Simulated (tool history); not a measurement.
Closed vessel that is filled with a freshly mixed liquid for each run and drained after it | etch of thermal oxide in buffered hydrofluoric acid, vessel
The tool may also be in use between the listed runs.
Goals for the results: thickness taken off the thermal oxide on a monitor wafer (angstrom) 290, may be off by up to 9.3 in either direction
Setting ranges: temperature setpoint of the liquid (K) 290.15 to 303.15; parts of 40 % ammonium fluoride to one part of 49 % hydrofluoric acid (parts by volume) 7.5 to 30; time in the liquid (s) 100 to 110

run    day  temperature setpoint of the liquid (K)  parts of 40 % ammonium fluoride to one part of 49 % hydrofluoric acid (parts by volume)  time in the liquid (s)  thickness taken off the thermal oxide on a monitor wafer (angstrom)
  1      0                                  295.15                                                                                       22                     100                                                               475.38
  2  0.142                                  294.65                                                                                     22.5                     100                                                               452.86
  3  0.233                                  294.15                                                                                       23                     100                                                               436.64
  4  0.554                                  294.15                                                                                     26.5                     100                                                               400.25
  5  0.596                                  294.15                                                                                     26.5                     110                                                               441.68
  6  0.833                                  291.65                                                                                     26.5                     110                                                               377.02
  7  0.983                                  291.65                                                                                       27                     110                                                               373.85
  8  1.279                                  291.65                                                                                     27.5                     110                                                               370.92

Of the 4 settings listed for the next run, only one would bring every result within its allowed miss of target. Which one?
  A  1.575                                  290.65                                                                                     29.5                     105                                                                    ?
  B  1.575                                  290.15                                                                                       30                     100                                                                    ?
  C  1.575                                  291.15                                                                                       27                     105                                                                    ?
  D  1.575                                  290.15                                                                                       30                     110                                                                    ?

move  thickness taken off the thermal oxide on a monitor wafer (angstrom)
   A                                                               318.65
   B                                                               291.48
   C                                                               348.64
   D                                                               320.62
A: closes in on the targets versus the last run, not all within tolerance yet
B: meets every target
C: closes in on the targets versus the last run, not all within tolerance yet
D: closes in on the targets versus the last run, not all within tolerance yet
So the answer is move B, the one that meets all the targets.

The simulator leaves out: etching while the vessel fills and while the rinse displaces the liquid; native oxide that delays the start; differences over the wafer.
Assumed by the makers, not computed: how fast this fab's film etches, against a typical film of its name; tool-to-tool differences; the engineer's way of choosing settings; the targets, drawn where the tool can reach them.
